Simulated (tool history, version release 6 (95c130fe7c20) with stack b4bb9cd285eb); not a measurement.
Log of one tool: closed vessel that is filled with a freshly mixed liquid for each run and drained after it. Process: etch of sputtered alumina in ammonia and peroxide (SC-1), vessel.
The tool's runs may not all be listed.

run    day  temperature setpoint of the liquid (C)  parts of 29 % ammonia solution to one part of 30 % peroxide (parts by volume)  time in the liquid (s)  thickness taken off the sputtered alumina on a monitor wafer (angstrom)
  1      0                                      49                                                                           0.55                    1535                                                                   891.72
  2  0.225                                      54                                                                           0.55                    1535                                                                   1184.2
  3  0.333                                      49                                                                           0.45                    1535                                                                   880.41
  4  0.662                                      52                                                                           0.45                    1535                                                                   1027.6
  5  0.908                                    45.5                                                                           0.45                    1535                                                                   724.39
  6  1.108                                    45.5                                                                           0.45                    1535                                                                   720.33

Run 7 has not been measured yet. What should we expect?
  7  1.267                                      43                                                                           0.35                    1535                                                                        ?

Run 7 came out at thickness taken off the sputtered alumina on a monitor wafer (angstrom) 614.03.
